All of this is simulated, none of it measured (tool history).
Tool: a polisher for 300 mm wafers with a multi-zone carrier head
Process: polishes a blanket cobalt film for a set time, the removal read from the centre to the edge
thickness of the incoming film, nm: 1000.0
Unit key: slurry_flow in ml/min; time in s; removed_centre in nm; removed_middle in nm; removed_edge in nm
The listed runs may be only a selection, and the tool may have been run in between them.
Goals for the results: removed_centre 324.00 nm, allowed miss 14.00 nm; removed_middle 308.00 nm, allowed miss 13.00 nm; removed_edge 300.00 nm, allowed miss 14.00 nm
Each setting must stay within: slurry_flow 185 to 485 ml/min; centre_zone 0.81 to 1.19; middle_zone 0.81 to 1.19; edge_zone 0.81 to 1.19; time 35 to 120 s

{"run": 1, "hour": 0.0, "slurry_flow": 310, "centre_zone": 1.0, "middle_zone": 1.0, "edge_zone": 1.0, "time": 77, "removed_centre": 256.21, "removed_middle": 226.79, "removed_edge": 224.57}
{"run": 2, "hour": 0.9, "slurry_flow": 310, "centre_zone": 1.0, "middle_zone": 1.0, "edge_zone": 1.0, "time": 61, "removed_centre": 201.41, "removed_middle": 178.87, "removed_edge": 178.85}
{"run": 3, "hour": 9.9, "slurry_flow": 310, "centre_zone": 1.0, "middle_zone": 1.02, "edge_zone": 1.03, "time": 70, "removed_centre": 232.86, "removed_middle": 211.24, "removed_edge": 208.05}
{"run": 4, "hour": 18.8, "slurry_flow": 310, "centre_zone": 1.0, "middle_zone": 1.02, "edge_zone": 0.95, "time": 70, "removed_centre": 231.25, "removed_middle": 209.01, "removed_edge": 201.42}
{"run": 5, "hour": 20.2, "slurry_flow": 385, "centre_zone": 1.0, "middle_zone": 1.02, "edge_zone": 0.95, "time": 70, "removed_centre": 236.37, "removed_middle": 214.97, "removed_edge": 205.12}
{"run": 6, "hour": 20.8, "slurry_flow": 385, "centre_zone": 1.0, "middle_zone": 1.02, "edge_zone": 0.95, "time": 87, "removed_centre": 288.55, "removed_middle": 264.95, "removed_edge": 259.14}
{"run": 7, "hour": 28.9, "slurry_flow": 390, "centre_zone": 1.0, "middle_zone": 1.03, "edge_zone": 0.97, "time": 89, "removed_centre": 295.43, "removed_middle": 274.37, "removed_edge": 265.71}
{"run": 8, "hour": 32.1, "slurry_flow": 390, "centre_zone": 1.0, "middle_zone": 1.03, "edge_zone": 0.98, "time": 91, "removed_centre": 308.78, "removed_middle": 283.85, "removed_edge": 264.93}
{"run": 9, "hour": 40.9, "slurry_flow": 390, "centre_zone": 0.98, "middle_zone": 1.02, "edge_zone": 0.98, "time": 94, "removed_centre": 302.37, "removed_middle": 286.3, "removed_edge": 274.8}
{"hour": 42.9, "done": "centre zone pressure recalibrated"}
{"run": 10, "hour": 42.9, "slurry_flow": 390, "centre_zone": 0.98, "middle_zone": 1.02, "edge_zone": 0.98, "time": 96, "removed_centre": 285.15, "removed_middle": 296.92, "removed_edge": 286.12}
{"run": 11, "hour": 49.0, "slurry_flow": 390, "centre_zone": 0.99, "middle_zone": 1.02, "edge_zone": 0.98, "time": 97, "removed_centre": 295.44, "removed_middle": 296.44, "removed_edge": 287.6}
{"run": 12, "hour": 53.8, "slurry_flow": 390, "centre_zone": 1.0, "middle_zone": 1.02, "edge_zone": 0.98, "time": 98, "removed_centre": 302.29, "removed_middle": 297.07, "removed_edge": 291.95}
{"run": 13, "hour": 55.2, "slurry_flow": 395, "centre_zone": 1.01, "middle_zone": 1.03, "edge_zone": 0.98, "time": 98, "removed_centre": 301.95, "removed_middle": 304.56, "removed_edge": 289.27}

5 candidate next runs follow, results not yet known. Just one meets every target within its allowed miss. Identify it.
{"run": "A", "hour": 56.6, "slurry_flow": 350, "centre_zone": 0.94, "middle_zone": 1.18, "edge_zone": 1.14, "time": 90, "removed_centre": "?", "removed_middle": "?", "removed_edge": "?"}
{"run": "B", "hour": 56.6, "slurry_flow": 470, "centre_zone": 1.03, "middle_zone": 1.16, "edge_zone": 0.96, "time": 101, "removed_centre": "?", "removed_middle": "?", "removed_edge": "?"}
{"run": "C", "hour": 56.6, "slurry_flow": 475, "centre_zone": 1.0, "middle_zone": 0.95, "edge_zone": 0.84, "time": 105, "removed_centre": "?", "removed_middle": "?", "removed_edge": "?"}
{"run": "D", "hour": 56.6, "slurry_flow": 210, "centre_zone": 1.0, "middle_zone": 1.07, "edge_zone": 1.09, "time": 103, "removed_centre": "?", "removed_middle": "?", "removed_edge": "?"}
{"run": "E", "hour": 56.6, "slurry_flow": 480, "centre_zone": 1.07, "middle_zone": 1.19, "edge_zone": 0.82, "time": 97, "removed_centre": "?", "removed_middle": "?", "removed_edge": "?"}

move=A removed_centre=253.50 removed_middle=302.47 removed_edge=278.70
move=B removed_centre=319.68 removed_middle=342.59 removed_edge=300.22
move=C removed_centre=322.42 removed_middle=307.94 removed_edge=300.43
move=D removed_centre=287.76 removed_middle=302.05 removed_edge=299.75
move=E removed_centre=319.56 removed_middle=335.84 removed_edge=274.97
A: lands further from the targets than the last run did
B: the worst result of the last run now meets its target, but another is out of spec
C: every result within its allowed miss
D: lands further from the targets than the last run did
E: the worst result of the last run now meets its target, but another is out of spec
C is the move that brings every result within its allowed miss.
